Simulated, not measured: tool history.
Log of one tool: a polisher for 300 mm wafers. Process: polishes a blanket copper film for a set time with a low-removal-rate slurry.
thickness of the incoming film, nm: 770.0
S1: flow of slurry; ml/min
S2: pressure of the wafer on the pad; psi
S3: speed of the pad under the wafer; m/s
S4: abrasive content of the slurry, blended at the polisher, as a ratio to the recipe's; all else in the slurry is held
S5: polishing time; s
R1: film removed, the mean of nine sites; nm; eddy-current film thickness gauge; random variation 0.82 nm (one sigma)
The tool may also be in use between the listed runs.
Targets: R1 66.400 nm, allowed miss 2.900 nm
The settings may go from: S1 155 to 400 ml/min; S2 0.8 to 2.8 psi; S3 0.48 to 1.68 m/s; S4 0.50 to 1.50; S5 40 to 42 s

run 1 day=0.000 | S1=255 S2=1.8 S3=1.08 S4=1.00 S5=40 | R1=82.633
run 2 day=0.317 | S1=255 S2=1.7 S3=1.08 S4=1.00 S5=40 | R1=78.245
run 3 day=0.404 | S1=255 S2=1.9 S3=1.08 S4=1.00 S5=40 | R1=87.056
run 4 day=0.650 | S1=255 S2=1.8 S3=1.08 S4=1.00 S5=40 | R1=82.681
run 5 day=0.712 | S1=255 S2=1.7 S3=1.08 S4=1.00 S5=40 | R1=78.683
run 6 day=0.750 | S1=290 S2=1.7 S3=1.08 S4=1.00 S5=40 | R1=78.552
run 7 day=1.017 | S1=290 S2=1.6 S3=1.08 S4=1.00 S5=40 | R1=74.968
run 8 day=1.300 | S1=290 S2=1.6 S3=1.08 S4=1.00 S5=40 | R1=74.158
run 9 day=1.517 | S1=290 S2=1.5 S3=1.08 S4=1.00 S5=40 | R1=71.195

5 next moves are on the table. One of them brings every result within its allowed miss. Which?
run A day=1.733 | S1=280 S2=1.6 S3=1.18 S4=0.75 S5=42 | R1=?
run B day=1.733 | S1=345 S2=1.4 S3=1.22 S4=0.90 S5=42 | R1=?
run C day=1.733 | S1=325 S2=1.6 S3=1.04 S4=1.00 S5=42 | R1=?
run D day=1.733 | S1=345 S2=1.3 S3=1.34 S4=0.50 S5=41 | R1=?
run E day=1.733 | S1=310 S2=1.4 S3=1.20 S4=1.00 S5=41 | R1=?

move=A R1=80.938
move=B R1=78.170
move=C R1=77.661
move=D R1=67.874
move=E R1=76.271
A: further off than the last run
B: further off than the last run
C: further off than the last run
D: meets every target
E: further off than the last run
The right move is D.
